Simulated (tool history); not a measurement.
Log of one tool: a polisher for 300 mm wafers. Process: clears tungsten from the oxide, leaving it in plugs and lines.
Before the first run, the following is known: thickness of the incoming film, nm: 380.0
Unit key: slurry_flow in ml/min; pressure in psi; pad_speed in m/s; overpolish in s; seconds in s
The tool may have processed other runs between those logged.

run,day,slurry_flow,pressure,pad_speed,slurry_solids,overpolish,seconds
1,0.000,225,2.7,0.90,1.0,46,119.53
2,0.325,225,2.8,0.90,1.0,46,115.18
3,0.604,225,2.9,0.90,1.0,46,115.11
4,0.658,205,2.9,0.90,1.0,46,111.24
5,0.988,205,2.9,0.90,1.0,46,109.82
6,1.100,205,2.5,0.90,1.0,46,122.88
7,1.433,205,2.7,0.92,1.0,46,117.84
8,1.562,205,2.9,0.92,1.0,46,107.80

What does the tool deliver on the next run?
9,1.817,205,3.0,0.92,1.0,46,?

Run 9 produced seconds 108.85 s.

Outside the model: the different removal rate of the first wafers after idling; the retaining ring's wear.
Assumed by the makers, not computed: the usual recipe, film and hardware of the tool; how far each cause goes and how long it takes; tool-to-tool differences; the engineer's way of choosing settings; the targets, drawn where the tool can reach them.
